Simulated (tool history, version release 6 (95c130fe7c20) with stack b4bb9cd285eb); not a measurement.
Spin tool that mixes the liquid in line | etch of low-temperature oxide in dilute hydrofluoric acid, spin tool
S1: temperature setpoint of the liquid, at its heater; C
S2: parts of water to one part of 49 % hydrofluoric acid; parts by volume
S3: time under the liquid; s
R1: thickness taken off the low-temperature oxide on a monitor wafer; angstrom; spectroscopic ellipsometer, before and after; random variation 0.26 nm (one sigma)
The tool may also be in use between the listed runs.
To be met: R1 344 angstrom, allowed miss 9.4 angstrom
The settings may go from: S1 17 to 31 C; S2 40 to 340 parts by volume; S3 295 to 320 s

run	hour	S1	S2	S3	R1
1	0	23	190	295	254.61
2	2.9	21.5	190	295	239.86
3	5.9	24.5	190	295	263.67
4	6.6	22	190	295	244.03
5	12	24.5	185	295	278.15
6	19.5	26	185	295	291.56
7	24.7	27.5	185	295	303.23
8	29	28.5	185	295	324.18

4 next moves are on the table. One of them brings every result within its allowed miss. Which?
A	33.3	26.5	170	310	?
B	33.3	29.5	190	295	?
C	33.3	24.5	170	315	?
D	33.3	26	175	305	?

move	R1
A	346.91
B	321.11
C	327.29
D	323.63
A: meets every target
B: further off than the last run
C: nearer than the last run, and not there yet
D: as far off as the last run
Move A is the one to make.

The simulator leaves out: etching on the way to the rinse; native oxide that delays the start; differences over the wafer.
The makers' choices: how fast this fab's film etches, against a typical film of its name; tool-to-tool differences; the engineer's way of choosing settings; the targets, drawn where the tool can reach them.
